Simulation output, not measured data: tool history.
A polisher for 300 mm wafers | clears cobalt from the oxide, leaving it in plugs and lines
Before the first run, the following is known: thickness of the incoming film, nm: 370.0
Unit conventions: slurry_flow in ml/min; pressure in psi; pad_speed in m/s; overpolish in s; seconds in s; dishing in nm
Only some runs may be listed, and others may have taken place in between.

run	hour	slurry_flow	pressure	pad_speed	overpolish	seconds	dishing
1	0	230	2.2	0.86	13	95.601	33.8
2	8.1	230	2.2	0.86	15	92.864	37.024
3	13.6	230	2.2	0.72	15	115.41	33.886
4	20.9	230	2	0.72	15	120.95	31.802
5	27.7	185	2	0.72	15	126.89	30.555
6	29.8	185	1.7	0.72	15	144.61	28.067
7	32.7	190	2.1	0.74	15	118.26	32.988
8	37.1	190	2.4	0.76	15	101.25	35.392

Estimate the outcome of run 9 from the log above:
9	43.5	195	2.6	0.76	15	?	?

Run 9 yielded seconds 92.465 s, dishing 35.688 nm.
